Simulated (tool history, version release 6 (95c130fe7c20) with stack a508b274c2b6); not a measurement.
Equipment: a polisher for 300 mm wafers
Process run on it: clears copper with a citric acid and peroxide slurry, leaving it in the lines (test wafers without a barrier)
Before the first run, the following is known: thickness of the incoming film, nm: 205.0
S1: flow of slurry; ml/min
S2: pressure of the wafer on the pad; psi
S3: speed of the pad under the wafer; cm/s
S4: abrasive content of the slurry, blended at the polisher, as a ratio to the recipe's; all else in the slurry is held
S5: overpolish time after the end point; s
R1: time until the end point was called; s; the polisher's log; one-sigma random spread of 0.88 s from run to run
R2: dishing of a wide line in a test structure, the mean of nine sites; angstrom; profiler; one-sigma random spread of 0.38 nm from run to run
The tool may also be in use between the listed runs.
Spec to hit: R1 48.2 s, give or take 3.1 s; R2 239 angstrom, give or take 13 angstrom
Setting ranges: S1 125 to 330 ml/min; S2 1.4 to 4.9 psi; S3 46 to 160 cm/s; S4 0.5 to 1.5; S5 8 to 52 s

Run 1, day 0: S1 210 ml/min, S2 3.1 psi, S3 102 cm/s, S4 1, S5 26 s. Result: R1 79.291 s, R2 399.42 angstrom.
Run 2, day 0.1: S1 210 ml/min, S2 3.1 psi, S3 88 cm/s, S4 1, S5 26 s. Result: R1 92.747 s, R2 356.84 angstrom.
Run 3, day 0.467: S1 210 ml/min, S2 3.5 psi, S3 88 cm/s, S4 1, S5 26 s. Result: R1 81.276 s, R2 406.83 angstrom.
Run 4, day 0.604: S1 180 ml/min, S2 3.5 psi, S3 88 cm/s, S4 1, S5 26 s. Result: R1 86.102 s, R2 398.66 angstrom.
Run 5, day 0.888: S1 180 ml/min, S2 3.5 psi, S3 88 cm/s, S4 1, S5 20 s. Result: R1 83.257 s, R2 317.59 angstrom.
Run 6, day 1.017: S1 180 ml/min, S2 3.5 psi, S3 88 cm/s, S4 1, S5 11 s. Result: R1 84.373 s, R2 189.25 angstrom.
Run 7, day 1.196: S1 190 ml/min, S2 3.6 psi, S3 90 cm/s, S4 1, S5 11 s. Result: R1 79.556 s, R2 201.26 angstrom.
Run 8, day 1.442: S1 200 ml/min, S2 3.7 psi, S3 92 cm/s, S4 1, S5 11 s. Result: R1 75.018 s, R2 214.52 angstrom.
Run 9, day 1.817: S1 215 ml/min, S2 3.7 psi, S3 96 cm/s, S4 1, S5 11 s. Result: R1 70.194 s, R2 228.22 angstrom.
Run 10, day 2.004: S1 215 ml/min, S2 3.7 psi, S3 96 cm/s, S4 1, S5 11 s. Result: R1 71.68 s, R2 224.3 angstrom.
Run 11, day 2.162: S1 205 ml/min, S2 3.7 psi, S3 100 cm/s, S4 1, S5 11 s. Result: R1 67.753 s, R2 223.67 angstrom.
Run 12, day 2.462: S1 200 ml/min, S2 3.8 psi, S3 102 cm/s, S4 1, S5 11 s. Result: R1 65.93 s, R2 232.14 angstrom.
Run 13, day 2.562: S1 195 ml/min, S2 3.8 psi, S3 106 cm/s, S4 1, S5 11 s. Result: R1 64.322 s, R2 246.47 angstrom.
Run 14, day 2.704: S1 210 ml/min, S2 3.8 psi, S3 108 cm/s, S4 1, S5 11 s. Result: R1 63.644 s, R2 255.89 angstrom.
Run 15, day 2.988: S1 225 ml/min, S2 3.8 psi, S3 108 cm/s, S4 1.05, S5 11 s. Result: R1 62.321 s, R2 260.87 angstrom.
Run 16, day 3.008: S1 225 ml/min, S2 3.9 psi, S3 108 cm/s, S4 1, S5 11 s. Result: R1 60.057 s, R2 260.47 angstrom.
Run 17, day 3.092: S1 225 ml/min, S2 4 psi, S3 108 cm/s, S4 0.95, S5 11 s. Result: R1 59.686 s, R2 266.34 angstrom.
Run 18, day 3.238: S1 215 ml/min, S2 4 psi, S3 112 cm/s, S4 0.95, S5 11 s. Result: R1 57.307 s, R2 266.11 angstrom.
Run 19, day 3.362: S1 215 ml/min, S2 4.1 psi, S3 112 cm/s, S4 0.9, S5 11 s. Result: R1 58.171 s, R2 280.02 angstrom.
Run 20, day 3.617: S1 210 ml/min, S2 4.1 psi, S3 112 cm/s, S4 0.95, S5 11 s. Result: R1 58.372 s, R2 274.11 angstrom.
Run 21, day 3.667: S1 210 ml/min, S2 4 psi, S3 116 cm/s, S4 1, S5 11 s. Result: R1 56.682 s, R2 289.88 angstrom.
Run 22, day 3.75: S1 225 ml/min, S2 4 psi, S3 116 cm/s, S4 0.95, S5 11 s. Result: R1 54.814 s, R2 273.7 angstrom.
Run 23, day 3.804: S1 230 ml/min, S2 4 psi, S3 116 cm/s, S4 0.95, S5 11 s. Result: R1 55.645 s, R2 286.08 angstrom.
Run 24, day 3.912: S1 230 ml/min, S2 4 psi, S3 116 cm/s, S4 0.95, S5 11 s. Result: R1 54.528 s, R2 282.09 angstrom.

Consider the 4 candidate settings below. Which is the only one whose results all fall within their allowed miss of target?
Run A, day 4.021: S1 225 ml/min, S2 3.1 psi, S3 120 cm/s, S4 1.1, S5 11 s. Result: R1 ?, R2 ?.
Run B, day 4.021: S1 225 ml/min, S2 4 psi, S3 132 cm/s, S4 0.95, S5 8 s. Result: R1 ?, R2 ?.
Run C, day 4.021: S1 215 ml/min, S2 3.7 psi, S3 136 cm/s, S4 0.9, S5 13 s. Result: R1 ?, R2 ?.
Run D, day 4.021: S1 220 ml/min, S2 3.6 psi, S3 118 cm/s, S4 0.9, S5 10 s. Result: R1 ?, R2 ?.

move      R1      R2
   A  66.916  241.39
   B  49.743   239.4
   C  53.373  335.31
   D  62.801  236.47
A: puts the biggest miss on target and leaves a different result outside tolerance
B: all results in spec
C: its largest miss is bigger than the last run's
D: puts the biggest miss on target and leaves a different result outside tolerance
Answer: B

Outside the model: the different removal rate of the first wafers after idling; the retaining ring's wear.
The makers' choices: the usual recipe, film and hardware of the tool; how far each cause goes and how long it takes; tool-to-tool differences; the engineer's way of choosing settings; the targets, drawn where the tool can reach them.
